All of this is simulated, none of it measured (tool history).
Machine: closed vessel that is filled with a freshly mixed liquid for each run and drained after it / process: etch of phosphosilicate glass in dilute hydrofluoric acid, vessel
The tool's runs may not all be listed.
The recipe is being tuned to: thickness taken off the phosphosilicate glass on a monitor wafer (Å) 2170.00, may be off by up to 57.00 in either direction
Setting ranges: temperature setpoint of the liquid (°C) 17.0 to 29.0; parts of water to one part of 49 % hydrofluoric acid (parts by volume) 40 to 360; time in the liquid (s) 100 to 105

run	hour	temperature setpoint of the liquid (°C)	parts of water to one part of 49 % hydrofluoric acid (parts by volume)	time in the liquid (s)	thickness taken off the phosphosilicate glass on a monitor wafer (Å)
1	0.0	21.0	200	100	496.76
2	6.0	23.5	200	100	555.87
3	11.3	23.5	145	100	811.15
4	16.8	23.5	145	100	809.35
# hour 17.8: thermometer replaced
5	17.8	23.5	110	100	1163.20
6	21.6	23.5	110	100	1159.90
7	23.6	25.0	90	100	1571.00
8	29.7	26.5	90	100	1622.40

Exactly one of the 4 candidate moves below puts every result within its allowed miss. Which one?
A	35.8	27.0	75	105	?
B	35.8	25.5	130	100	?
C	35.8	29.0	75	105	?
D	35.8	24.0	125	100	?

move	thickness taken off the phosphosilicate glass on a monitor wafer (Å)
A	2151.50
B	1038.90
C	2326.10
D	1025.90
A: in spec on every target
B: further off than the last run
C: takes the biggest miss from the last run beyond its target
D: further off than the last run
Move A is the one to make.
